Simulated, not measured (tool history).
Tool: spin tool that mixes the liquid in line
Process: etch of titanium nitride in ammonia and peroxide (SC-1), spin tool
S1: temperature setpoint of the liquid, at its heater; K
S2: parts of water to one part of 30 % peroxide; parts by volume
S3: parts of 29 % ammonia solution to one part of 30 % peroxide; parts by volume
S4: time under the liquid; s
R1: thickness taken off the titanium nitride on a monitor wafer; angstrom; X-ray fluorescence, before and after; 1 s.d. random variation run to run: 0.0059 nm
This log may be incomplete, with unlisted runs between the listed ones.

run,hour,S1,S2,S3,S4,R1
1,0,331.15,18.5,1,40,26.202
2,1.3,331.15,18.5,0.8,40,25.363
3,5,327.15,19,0.8,40,18.934
4,13.6,327.15,15,0.8,40,21.721
5,19,324.15,16.5,0.8,40,16.692
6,26.2,321.65,17,0.8,40,13.927
7,33.7,320.15,17.5,0.8,40,12.145

Run 8, settings as shown, results not yet in. Your forecast:
8,36.1,318.65,18,0.8,40,?

R1: 10.878 angstrom
